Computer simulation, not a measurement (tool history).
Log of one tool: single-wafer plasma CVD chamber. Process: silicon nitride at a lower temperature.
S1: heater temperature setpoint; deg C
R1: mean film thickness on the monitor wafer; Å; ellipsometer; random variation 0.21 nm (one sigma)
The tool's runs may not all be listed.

Run 1, hour 0.0: S1 360 deg C, chamber pressure (mTorr) 1970, RF power (W) 325, deposition time (s) 38.5. Result: R1 472.88 Å.
Run 2, hour 0.6: S1 360 deg C, chamber pressure (mTorr) 1970, RF power (W) 325, deposition time (s) 38.5. Result: R1 474.25 Å.
Run 3, hour 1.8: S1 360 deg C, chamber pressure (mTorr) 1820, RF power (W) 305, deposition time (s) 38.5. Result: R1 436.72 Å.
Run 4, hour 9.3: S1 360 deg C, chamber pressure (mTorr) 1820, RF power (W) 305, deposition time (s) 39.7. Result: R1 452.77 Å.
Run 5, hour 10.9: S1 360 deg C, chamber pressure (mTorr) 1710, RF power (W) 290, deposition time (s) 39.6. Result: R1 430.36 Å.
Run 6, hour 18.3: S1 360 deg C, chamber pressure (mTorr) 1710, RF power (W) 275, deposition time (s) 39.6. Result: R1 405.72 Å.
Run 7, hour 19.9: S1 360 deg C, chamber pressure (mTorr) 1630, RF power (W) 270, deposition time (s) 39.6. Result: R1 403.69 Å.
Run 8, hour 22.0: S1 360 deg C, chamber pressure (mTorr) 1570, RF power (W) 260, deposition time (s) 39.6. Result: R1 386.16 Å.

Run 9 comes next. What will it give?
Run 9, hour 26.8: S1 360 deg C, chamber pressure (mTorr) 1510, RF power (W) 255, deposition time (s) 39.6. Result: R1 ?.

R1: 375.95 Å

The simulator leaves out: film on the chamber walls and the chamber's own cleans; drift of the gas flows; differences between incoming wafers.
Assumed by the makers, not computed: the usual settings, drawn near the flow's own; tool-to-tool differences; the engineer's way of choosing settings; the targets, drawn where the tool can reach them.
